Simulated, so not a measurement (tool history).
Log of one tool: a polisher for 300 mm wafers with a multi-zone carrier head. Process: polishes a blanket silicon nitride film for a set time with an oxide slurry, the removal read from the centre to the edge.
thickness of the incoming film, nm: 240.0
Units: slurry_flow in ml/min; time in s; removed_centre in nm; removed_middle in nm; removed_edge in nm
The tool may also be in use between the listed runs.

run,day,slurry_flow,centre_zone,middle_zone,edge_zone,slurry_solids,time,removed_centre,removed_middle,removed_edge
1,0,140,1,1,1,1,31,25.62,24.035,24.649
2,0.15,135,0.94,1.01,1.03,1,31,23.518,24.052,25.026
3,0.362,135,0.94,1.01,1.03,1,26,19.344,20.389,20.749
4,0.621,155,0.92,1.02,1.08,1.05,26,19.938,21.304,21.963
5,0.754,160,0.9,1.03,1.11,1.15,26,20.495,22.256,23.023
6,0.996,170,0.88,1.04,1.14,1.2,26,20.3,23.104,23.957
7,1.338,180,0.87,1.04,1.16,1.25,26,20.457,23.514,24.609
8,1.554,180,0.87,1.04,1.16,1.25,26,21.094,23.646,24.294
9,1.771,180,0.87,1.04,1.16,1.25,26,20.951,23.59,24.291
10,1.833,175,0.86,1.04,1.17,1.3,26,20.461,23.772,24.809
11,1.867,180,0.86,1.04,1.18,1.3,26,20.659,23.954,24.996

Forecast run 12:
12,1.892,185,0.85,1.04,1.19,1.35,26,?,?,?

{"run 12": {"removed_centre": 20.697, "removed_middle": 24.177, "removed_edge": 25.311}}

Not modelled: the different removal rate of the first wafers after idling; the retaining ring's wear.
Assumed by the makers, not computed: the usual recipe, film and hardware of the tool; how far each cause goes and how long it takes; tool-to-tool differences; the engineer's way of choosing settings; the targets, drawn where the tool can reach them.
